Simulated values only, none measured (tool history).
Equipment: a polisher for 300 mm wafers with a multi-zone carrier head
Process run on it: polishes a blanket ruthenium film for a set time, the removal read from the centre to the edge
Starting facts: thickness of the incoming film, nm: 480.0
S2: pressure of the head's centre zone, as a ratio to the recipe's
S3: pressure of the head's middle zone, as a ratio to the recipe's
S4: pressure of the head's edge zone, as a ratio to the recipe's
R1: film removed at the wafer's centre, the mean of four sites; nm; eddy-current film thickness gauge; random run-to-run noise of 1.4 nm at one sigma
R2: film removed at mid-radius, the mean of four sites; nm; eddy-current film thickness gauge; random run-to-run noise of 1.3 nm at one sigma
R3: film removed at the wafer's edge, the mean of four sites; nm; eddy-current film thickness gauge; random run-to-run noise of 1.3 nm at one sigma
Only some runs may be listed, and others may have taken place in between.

{"run": 1, "hour": 0.0, "flow of slurry (ml/min)": 215, "S2": 1.0, "S3": 1.0, "S4": 1.0, "polishing time (s)": 54, "R1": 89.098, "R2": 89.62, "R3": 89.953}
{"run": 2, "hour": 1.4, "flow of slurry (ml/min)": 225, "S2": 0.99, "S3": 1.04, "S4": 1.02, "polishing time (s)": 56, "R1": 88.049, "R2": 95.766, "R3": 90.877}
{"run": 3, "hour": 6.0, "flow of slurry (ml/min)": 275, "S2": 0.99, "S3": 1.04, "S4": 1.02, "polishing time (s)": 56, "R1": 89.733, "R2": 99.94, "R3": 94.258}
{"run": 4, "hour": 12.5, "flow of slurry (ml/min)": 305, "S2": 0.99, "S3": 1.04, "S4": 1.02, "polishing time (s)": 56, "R1": 93.371, "R2": 99.965, "R3": 96.806}
{"run": 5, "hour": 14.0, "flow of slurry (ml/min)": 305, "S2": 0.99, "S3": 1.06, "S4": 1.03, "polishing time (s)": 58, "R1": 99.117, "R2": 103.97, "R3": 98.878}
{"run": 6, "hour": 18.7, "flow of slurry (ml/min)": 305, "S2": 0.92, "S3": 1.06, "S4": 1.03, "polishing time (s)": 58, "R1": 91.343, "R2": 105.36, "R3": 97.233}
{"run": 7, "hour": 25.4, "flow of slurry (ml/min)": 305, "S2": 0.91, "S3": 1.07, "S4": 1.04, "polishing time (s)": 60, "R1": 93.833, "R2": 109.83, "R3": 100.28}

What does the tool deliver on the next run?
{"run": 8, "hour": 30.3, "flow of slurry (ml/min)": 305, "S2": 0.9, "S3": 1.08, "S4": 1.05, "polishing time (s)": 62, "R1": "?", "R2": "?", "R3": "?"}

{"run 8": {"R1": 95.541, "R2": 113.67, "R3": 105.25}}
